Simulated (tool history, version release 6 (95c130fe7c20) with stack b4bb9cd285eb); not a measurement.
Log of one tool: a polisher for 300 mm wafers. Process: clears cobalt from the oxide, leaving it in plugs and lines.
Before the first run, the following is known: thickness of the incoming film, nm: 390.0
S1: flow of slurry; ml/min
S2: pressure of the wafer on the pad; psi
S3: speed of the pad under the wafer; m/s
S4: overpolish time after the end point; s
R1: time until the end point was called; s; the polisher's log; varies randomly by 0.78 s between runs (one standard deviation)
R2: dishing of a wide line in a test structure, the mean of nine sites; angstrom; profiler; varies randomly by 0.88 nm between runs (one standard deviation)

run 1 day=0.000 | S1=285 S2=1.9 S3=1.06 S4=19 | R1=99.595 R2=370.59
run 2 day=0.200 | S1=285 S2=1.5 S3=1.06 S4=19 | R1=125.140 R2=338.00
run 3 day=0.329 | S1=285 S2=1.5 S3=1.06 S4=15 | R1=124.330 R2=301.26
run 4 day=0.554 | S1=320 S2=1.5 S3=1.06 S4=15 | R1=118.940 R2=313.54
run 5 day=0.704 | S1=340 S2=1.9 S3=1.08 S4=15 | R1=92.157 R2=331.63
run 6 day=0.871 | S1=340 S2=1.9 S3=1.08 S4=18 | R1=95.657 R2=368.28
run 7 day=1.042 | S1=340 S2=2.2 S3=1.10 S4=18 | R1=80.804 R2=379.14
run 8 day=1.208 | S1=345 S2=2.4 S3=1.10 S4=19 | R1=74.258 R2=402.94

For run 9, what comes out?
run 9 day=1.417 | S1=345 S2=2.6 S3=1.10 S4=19 | R1=? R2=?

{"run 9": {"R1": 70.046, "R2": 402.93}}

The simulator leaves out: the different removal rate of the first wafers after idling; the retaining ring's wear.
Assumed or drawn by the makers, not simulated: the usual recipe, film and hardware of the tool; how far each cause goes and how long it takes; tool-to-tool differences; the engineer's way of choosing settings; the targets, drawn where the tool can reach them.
